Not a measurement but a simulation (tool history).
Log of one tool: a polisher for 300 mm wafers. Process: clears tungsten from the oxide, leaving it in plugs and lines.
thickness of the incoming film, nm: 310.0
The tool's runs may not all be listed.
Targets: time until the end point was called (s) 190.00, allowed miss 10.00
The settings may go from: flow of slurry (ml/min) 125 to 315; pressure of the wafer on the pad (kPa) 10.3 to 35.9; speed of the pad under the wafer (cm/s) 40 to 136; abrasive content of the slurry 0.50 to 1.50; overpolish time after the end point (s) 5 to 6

run	hour	flow of slurry (ml/min)	pressure of the wafer on the pad (kPa)	speed of the pad under the wafer (cm/s)	abrasive content of the slurry	overpolish time after the end point (s)	time until the end point was called (s)
1	0.0	205	22.8	88	1.00	6	100.45
2	8.8	205	22.8	88	1.20	6	101.95
3	11.6	205	19.3	86	1.20	6	119.05
4	18.8	205	19.3	86	1.20	6	117.14
5	27.4	205	19.3	86	1.00	6	122.48
6	35.7	205	16.5	84	1.00	6	146.16
7	42.1	205	15.2	84	1.00	6	154.74
8	43.1	205	13.8	84	1.00	6	175.16

5 next moves are on the table. One of them brings every result within its allowed miss. Which?
A	44.1	200	12.4	82	1.05	5	?
B	44.1	205	12.4	94	0.95	5	?
C	44.1	165	17.9	72	1.15	5	?
D	44.1	170	14.5	84	1.15	6	?
E	44.1	205	15.2	76	1.05	5	?

move	time until the end point was called (s)
A	193.49
B	176.39
C	152.64
D	164.80
E	169.27
A: meets every target
B: nearer than the last run, and not there yet
C: further off than the last run
D: further off than the last run
E: further off than the last run
The right move is A.
